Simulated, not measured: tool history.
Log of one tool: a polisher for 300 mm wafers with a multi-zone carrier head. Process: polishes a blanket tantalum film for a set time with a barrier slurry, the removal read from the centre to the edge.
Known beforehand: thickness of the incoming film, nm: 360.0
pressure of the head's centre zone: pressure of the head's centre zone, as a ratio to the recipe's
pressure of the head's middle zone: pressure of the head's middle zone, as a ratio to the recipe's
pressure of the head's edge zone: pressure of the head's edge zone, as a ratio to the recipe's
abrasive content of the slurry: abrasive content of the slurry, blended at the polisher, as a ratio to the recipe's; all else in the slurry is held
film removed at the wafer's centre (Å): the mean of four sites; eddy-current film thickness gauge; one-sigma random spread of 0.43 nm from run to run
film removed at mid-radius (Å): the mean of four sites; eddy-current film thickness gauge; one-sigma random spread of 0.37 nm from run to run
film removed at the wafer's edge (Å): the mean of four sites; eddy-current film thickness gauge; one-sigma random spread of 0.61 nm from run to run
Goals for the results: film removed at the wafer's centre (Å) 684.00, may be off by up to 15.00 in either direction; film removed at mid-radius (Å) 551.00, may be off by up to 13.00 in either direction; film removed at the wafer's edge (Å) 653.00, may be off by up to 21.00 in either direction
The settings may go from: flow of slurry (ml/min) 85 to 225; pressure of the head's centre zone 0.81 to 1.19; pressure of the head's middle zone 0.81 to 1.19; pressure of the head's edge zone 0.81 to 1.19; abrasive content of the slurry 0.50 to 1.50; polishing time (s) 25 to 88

| run | hour | flow of slurry (ml/min) | pressure of the head's centre zone | pressure of the head's middle zone | pressure of the head's edge zone | abrasive content of the slurry | polishing time (s) | film removed at the wafer's centre (Å) | film removed at mid-radius (Å) | film removed at the wafer's edge (Å) |
|---|---|---|---|---|---|---|---|---|---|---|
| 1 | 0.0 | 145 | 1.00 | 1.00 | 1.00 | 1.00 | 56 | 727.82 | 714.09 | 714.42 |
| 2 | 3.9 | 145 | 1.00 | 1.00 | 1.00 | 1.00 | 44 | 562.45 | 558.04 | 566.34 |
| 3 | 9.9 | 145 | 1.00 | 1.00 | 1.00 | 1.00 | 53 | 691.87 | 674.18 | 681.78 |
| 4 | 12.3 | 140 | 1.01 | 0.98 | 1.00 | 1.00 | 53 | 691.77 | 659.14 | 676.53 |
| 5 | 13.3 | 140 | 1.01 | 0.98 | 1.00 | 1.10 | 53 | 702.57 | 688.97 | 705.97 |
| 6 | 15.5 | 140 | 1.01 | 0.98 | 1.00 | 1.30 | 53 | 751.20 | 718.66 | 738.63 |
| 7 | 24.1 | 135 | 1.02 | 0.96 | 0.99 | 1.25 | 53 | 742.16 | 687.01 | 717.04 |
| 8 | 26.8 | 130 | 1.02 | 0.94 | 0.98 | 1.25 | 53 | 742.62 | 681.51 | 714.89 |
| 9 | 27.5 | 125 | 1.02 | 0.92 | 0.98 | 1.20 | 53 | 714.66 | 647.29 | 713.55 |
| 10 | 32.8 | 90 | 1.07 | 0.82 | 0.88 | 1.15 | 52 | 699.94 | 550.69 | 632.66 |

Consider the 5 candidate settings below. Which is the only one whose results all fall within their allowed miss of target?
| A | 38.1 | 85 | 1.09 | 0.86 | 1.01 | 1.10 | 51 | ? | ? | ? |
| B | 38.1 | 85 | 0.96 | 0.81 | 0.90 | 1.10 | 54 | ? | ? | ? |
| C | 38.1 | 90 | 1.18 | 0.85 | 0.88 | 0.95 | 53 | ? | ? | ? |
| D | 38.1 | 115 | 1.04 | 0.82 | 0.84 | 1.20 | 50 | ? | ? | ? |
| E | 38.1 | 90 | 1.05 | 0.81 | 0.89 | 1.10 | 50 | ? | ? | ? |

| move | film removed at the wafer's centre (Å) | film removed at mid-radius (Å) | film removed at the wafer's edge (Å) |
|---|---|---|---|
| A | 681.92 | 544.64 | 636.13 |
| B | 636.44 | 549.53 | 638.31 |
| C | 737.63 | 538.56 | 594.03 |
| D | 687.76 | 550.36 | 605.51 |
| E | 650.20 | 512.85 | 591.39 |
A: all results land within tolerance of their targets
B: pushes the last run's worst result past its target
C: the biggest miss grows against the last run
D: corrects the largest miss of the last run, while another result sits out of spec
E: pushes the last run's worst result past its target
The right move is A.
